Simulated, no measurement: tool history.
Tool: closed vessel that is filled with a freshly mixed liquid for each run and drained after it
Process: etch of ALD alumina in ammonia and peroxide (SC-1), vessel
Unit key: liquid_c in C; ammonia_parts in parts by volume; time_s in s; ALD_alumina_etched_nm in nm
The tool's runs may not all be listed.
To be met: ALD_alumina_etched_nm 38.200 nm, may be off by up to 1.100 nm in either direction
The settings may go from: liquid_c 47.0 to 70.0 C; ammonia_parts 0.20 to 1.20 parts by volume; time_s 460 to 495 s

run	hour	liquid_c	ammonia_parts	time_s	ALD_alumina_etched_nm
1	0.0	63.0	0.75	460	69.746
2	7.9	61.0	0.75	460	63.607
3	11.6	59.0	0.75	460	57.254
4	13.2	57.5	0.75	460	52.846
5	17.6	57.5	0.75	460	52.807
6	24.3	57.5	1.00	460	54.400
7	30.2	56.0	1.00	460	49.513
8	37.5	55.0	1.00	460	47.122
9	40.4	54.5	1.00	460	46.616
10	45.1	54.0	1.00	460	45.134
11	47.9	53.5	1.00	460	43.630
12	50.9	53.0	1.00	460	42.852
13	56.3	52.5	1.00	460	41.637

Consider the 4 candidate settings below. Which is the only one whose results all fall within their allowed miss of target?
A	61.7	51.0	1.05	460	?
B	61.7	50.0	1.10	460	?
C	61.7	55.0	0.65	460	?
D	61.7	48.5	1.00	490	?

move	ALD_alumina_etched_nm
A	38.266
B	36.387
C	45.351
D	35.355
A: meets every target
B: takes the result that was furthest off past its target
C: lands further from the targets than the last run did
D: takes the result that was furthest off past its target
The right move is A.

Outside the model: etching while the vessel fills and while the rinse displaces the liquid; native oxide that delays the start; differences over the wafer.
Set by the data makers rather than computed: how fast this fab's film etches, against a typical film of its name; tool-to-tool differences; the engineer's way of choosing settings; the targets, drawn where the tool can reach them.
